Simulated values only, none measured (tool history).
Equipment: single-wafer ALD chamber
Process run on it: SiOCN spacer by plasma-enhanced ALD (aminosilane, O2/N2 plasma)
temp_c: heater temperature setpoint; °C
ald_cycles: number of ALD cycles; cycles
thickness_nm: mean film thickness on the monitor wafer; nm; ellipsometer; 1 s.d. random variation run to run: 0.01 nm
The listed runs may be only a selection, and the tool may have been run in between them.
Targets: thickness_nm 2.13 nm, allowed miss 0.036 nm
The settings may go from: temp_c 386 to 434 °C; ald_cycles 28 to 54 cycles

| run | hour | temp_c | ald_cycles | thickness_nm |
|---|---|---|---|---|
| 1 | 0 | 410 | 41 | 2.4358 |
| 2 | 6.4 | 414 | 41 | 2.4162 |
| 3 | 12 | 417 | 40 | 2.3497 |
| 4 | 16.8 | 423 | 40 | 2.258 |
| 5 | 24.7 | 423 | 36 | 2.0369 |
| 6 | 29.8 | 421 | 36 | 2.065 |
| 7 | 31.1 | 419 | 36 | 2.0559 |
| 8 | 34.2 | 417 | 36 | 2.0868 |

Pick the move, out of 4, that brings all results within their allowed miss; only one does.
| A | 37.3 | 410 | 34 | ? |
| B | 37.3 | 421 | 37 | ? |
| C | 37.3 | 430 | 37 | ? |
| D | 37.3 | 418 | 35 | ? |

| move | thickness_nm |
|---|---|
| A | 2.0359 |
| B | 2.1296 |
| C | 2.0593 |
| D | 2.0367 |
A: lands further from the targets than the last run did
B: every result within its allowed miss
C: lands further from the targets than the last run did
D: lands further from the targets than the last run did
B meets every target.
